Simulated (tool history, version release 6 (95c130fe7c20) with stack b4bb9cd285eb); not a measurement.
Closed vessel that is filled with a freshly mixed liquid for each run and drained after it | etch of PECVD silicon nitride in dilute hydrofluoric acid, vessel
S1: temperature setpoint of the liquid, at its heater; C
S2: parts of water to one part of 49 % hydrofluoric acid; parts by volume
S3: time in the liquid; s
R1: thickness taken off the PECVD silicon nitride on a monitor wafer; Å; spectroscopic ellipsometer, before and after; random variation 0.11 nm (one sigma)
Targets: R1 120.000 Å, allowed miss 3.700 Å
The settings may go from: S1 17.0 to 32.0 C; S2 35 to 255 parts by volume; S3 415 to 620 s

| run | day | S1 | S2 | S3 | R1 |
|---|---|---|---|---|---|
| 1 | 0.000 | 24.0 | 145 | 620 | 81.276 |
| 2 | 0.121 | 27.0 | 145 | 620 | 98.139 |
| 3 | 0.512 | 27.5 | 145 | 620 | 98.959 |
| 4 | 0.638 | 27.5 | 105 | 620 | 137.980 |
| 5 | 0.971 | 27.0 | 105 | 620 | 132.440 |
| 6 | 1.062 | 26.5 | 105 | 620 | 127.260 |
| 7 | 1.233 | 26.5 | 105 | 620 | 130.090 |
| 8 | 1.462 | 26.0 | 105 | 620 | 125.170 |

4 next moves are on the table. One of them brings every result within its allowed miss. Which?
| A | 1.692 | 29.5 | 130 | 620 | ? |
| B | 1.692 | 23.5 | 85 | 620 | ? |
| C | 1.692 | 26.5 | 115 | 620 | ? |
| D | 1.692 | 27.0 | 110 | 620 | ? |

| move | R1 |
|---|---|
| A | 125.420 |
| B | 130.120 |
| C | 117.370 |
| D | 126.680 |
A: as far off as the last run
B: further off than the last run
C: meets every target
D: further off than the last run
Move C is the one to make.
